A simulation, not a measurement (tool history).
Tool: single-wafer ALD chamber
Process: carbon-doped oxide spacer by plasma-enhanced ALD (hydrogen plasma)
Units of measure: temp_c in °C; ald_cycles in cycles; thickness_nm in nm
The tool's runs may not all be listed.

{"run": 1, "hour": 0.0, "temp_c": 400, "ald_cycles": 411, "thickness_nm": 21.653}
{"run": 2, "hour": 7.4, "temp_c": 400, "ald_cycles": 438, "thickness_nm": 23.035}
{"run": 3, "hour": 13.8, "temp_c": 400, "ald_cycles": 402, "thickness_nm": 21.001}
{"run": 4, "hour": 21.1, "temp_c": 406, "ald_cycles": 402, "thickness_nm": 20.6}
{"run": 5, "hour": 23.1, "temp_c": 412, "ald_cycles": 402, "thickness_nm": 20.188}
{"run": 6, "hour": 24.9, "temp_c": 408, "ald_cycles": 402, "thickness_nm": 20.495}
{"run": 7, "hour": 26.5, "temp_c": 403, "ald_cycles": 415, "thickness_nm": 21.596}

Run 8 has not been measured yet. What should we expect?
{"run": 8, "hour": 27.8, "temp_c": 399, "ald_cycles": 423, "thickness_nm": "?"}

Run 8 produced thickness_nm 22.364 nm.

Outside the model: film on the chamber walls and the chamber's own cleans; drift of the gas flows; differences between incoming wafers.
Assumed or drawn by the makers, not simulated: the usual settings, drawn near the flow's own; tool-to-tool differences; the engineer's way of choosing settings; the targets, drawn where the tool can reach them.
